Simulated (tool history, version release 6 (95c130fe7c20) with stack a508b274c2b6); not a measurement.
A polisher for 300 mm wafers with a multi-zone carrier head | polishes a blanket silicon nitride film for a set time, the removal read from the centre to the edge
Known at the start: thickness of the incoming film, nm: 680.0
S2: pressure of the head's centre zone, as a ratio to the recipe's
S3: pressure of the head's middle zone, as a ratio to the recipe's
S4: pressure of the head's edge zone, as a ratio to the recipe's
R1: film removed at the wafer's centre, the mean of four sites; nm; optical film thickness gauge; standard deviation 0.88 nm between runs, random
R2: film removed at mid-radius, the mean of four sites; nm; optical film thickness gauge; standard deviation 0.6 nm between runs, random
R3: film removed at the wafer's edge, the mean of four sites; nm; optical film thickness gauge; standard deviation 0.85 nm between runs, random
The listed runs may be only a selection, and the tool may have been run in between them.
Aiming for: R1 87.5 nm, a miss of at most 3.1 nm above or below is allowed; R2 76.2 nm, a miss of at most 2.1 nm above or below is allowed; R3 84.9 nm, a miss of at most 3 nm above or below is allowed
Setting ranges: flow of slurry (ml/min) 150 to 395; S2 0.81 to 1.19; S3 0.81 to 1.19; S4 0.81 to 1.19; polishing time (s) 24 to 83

run 1 hour=0 | flow_of_slurry_(ml/min)=250 S2=1 S3=1 S4=1 polishing_time_(s)=53 | R1=85.567 R2=95.827 R3=94.222
run 2 hour=0.7 | flow_of_slurry_(ml/min)=310 S2=1 S3=1 S4=1 polishing_time_(s)=53 | R1=88.709 R2=96.073 R3=98.144
run 3 hour=4.2 | flow_of_slurry_(ml/min)=300 S2=1.02 S3=0.95 S4=0.97 polishing_time_(s)=52 | R1=88.82 R2=90.479 R3=92.257
run 4 hour=7.7 | flow_of_slurry_(ml/min)=300 S2=1.02 S3=0.89 S4=0.97 polishing_time_(s)=52 | R1=85.64 R2=86.551 R3=92.687
run 5 hour=15.2 | flow_of_slurry_(ml/min)=300 S2=1.02 S3=0.89 S4=0.91 polishing_time_(s)=52 | R1=87.39 R2=84.983 R3=91.594
run 6 hour=23.1 | flow_of_slurry_(ml/min)=300 S2=1.07 S3=0.89 S4=0.91 polishing_time_(s)=52 | R1=91.565 R2=86.668 R3=89.736
run 7 hour=24 | flow_of_slurry_(ml/min)=320 S2=1.07 S3=0.87 S4=0.89 polishing_time_(s)=51 | R1=91.666 R2=82.831 R3=88.052
run 8 hour=31.4 | flow_of_slurry_(ml/min)=320 S2=1.07 S3=0.85 S4=0.88 polishing_time_(s)=51 | R1=90.466 R2=82.281 R3=87.654
-- hour=37.3 centre zone pressure recalibrated
run 9 hour=37.3 | flow_of_slurry_(ml/min)=330 S2=1.07 S3=0.84 S4=0.89 polishing_time_(s)=50 | R1=97.977 R2=78.45 R3=86.98
run 10 hour=40.9 | flow_of_slurry_(ml/min)=330 S2=1.07 S3=0.84 S4=0.89 polishing_time_(s)=50 | R1=98.329 R2=80.07 R3=85.974
run 11 hour=49.7 | flow_of_slurry_(ml/min)=315 S2=1.06 S3=0.83 S4=0.89 polishing_time_(s)=50 | R1=96.291 R2=78.217 R3=86.124
run 12 hour=52.4 | flow_of_slurry_(ml/min)=300 S2=1.04 S3=0.83 S4=0.88 polishing_time_(s)=50 | R1=94.819 R2=77.936 R3=86.618
run 13 hour=55.9 | flow_of_slurry_(ml/min)=300 S2=1.02 S3=0.84 S4=0.88 polishing_time_(s)=49 | R1=91.035 R2=77.306 R3=83.754

Which one of the following 4 next-run settings gets every result inside its allowed miss? There is exactly one.
run A hour=59.4 | flow_of_slurry_(ml/min)=295 S2=0.97 S3=0.83 S4=0.92 polishing_time_(s)=49 | R1=? R2=? R3=?
run B hour=59.4 | flow_of_slurry_(ml/min)=330 S2=1.09 S3=0.81 S4=0.81 polishing_time_(s)=49 | R1=? R2=? R3=?
run C hour=59.4 | flow_of_slurry_(ml/min)=265 S2=1.04 S3=0.86 S4=0.85 polishing_time_(s)=50 | R1=? R2=? R3=?
run D hour=59.4 | flow_of_slurry_(ml/min)=300 S2=1.04 S3=0.85 S4=0.9 polishing_time_(s)=50 | R1=? R2=? R3=?

move=A R1=87.096 R2=76.57 R3=86.398
move=B R1=98.768 R2=75.653 R3=82.08
move=C R1=94.566 R2=79.734 R3=84.53
move=D R1=95.472 R2=79.679 R3=87.327
A: hits every target within its allowed miss
B: misses by more than the last run did
C: misses by more than the last run did
D: misses by more than the last run did
Correct choice: A, which meets every target
